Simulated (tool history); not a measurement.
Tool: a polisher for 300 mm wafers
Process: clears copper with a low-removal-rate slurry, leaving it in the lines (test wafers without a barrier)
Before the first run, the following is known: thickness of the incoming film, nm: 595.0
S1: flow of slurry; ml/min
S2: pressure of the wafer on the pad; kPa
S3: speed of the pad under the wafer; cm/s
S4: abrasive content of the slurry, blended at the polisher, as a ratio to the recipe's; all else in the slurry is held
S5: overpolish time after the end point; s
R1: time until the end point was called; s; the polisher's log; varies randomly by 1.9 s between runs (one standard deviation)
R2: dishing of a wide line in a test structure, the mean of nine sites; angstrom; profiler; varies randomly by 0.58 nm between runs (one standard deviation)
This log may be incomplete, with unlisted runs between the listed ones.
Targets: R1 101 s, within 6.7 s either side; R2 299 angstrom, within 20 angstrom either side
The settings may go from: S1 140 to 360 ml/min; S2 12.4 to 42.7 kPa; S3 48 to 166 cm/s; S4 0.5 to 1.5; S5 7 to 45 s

run,hour,S1,S2,S3,S4,S5,R1,R2
1,0,230,27.6,106,1,23,163.83,543.65
2,6.7,230,27.6,94,1,23,180.57,499.03
3,8.9,230,27.6,110,1,23,163.04,555.45
4,15.2,250,31,98,1.1,20,153.23,513.18
5,20.2,275,33.8,90,1.2,17,145.37,462.31
6,24.5,295,35.9,86,1.25,15,138.85,452.15
7,32.2,310,37.2,82,1.3,13,139.08,385.83
8,36,320,38.6,82,1.35,12,131.03,378
9,44,330,39.3,82,1.4,11,125.28,357.53

Which single option among these 5 for the next run brings every result within its allowed miss of target? Just one does.
A,52,330,41.4,130,1.5,7,?,?
B,52,350,37.9,80,1.3,15,?,?
C,52,360,41.4,100,1.5,7,?,?
D,52,325,42.7,124,1.4,7,?,?
E,52,335,42.7,128,1.4,7,?,?

move,R1,R2
A,84.589,352.43
B,136.6,448.62
C,103.15,295.31
D,86.405,346.15
E,84.094,354.53
A: pushes the last run's worst result past its target
B: misses by more than the last run did
C: in spec on every target
D: pushes the last run's worst result past its target
E: pushes the last run's worst result past its target
Correct choice: C, which meets every target
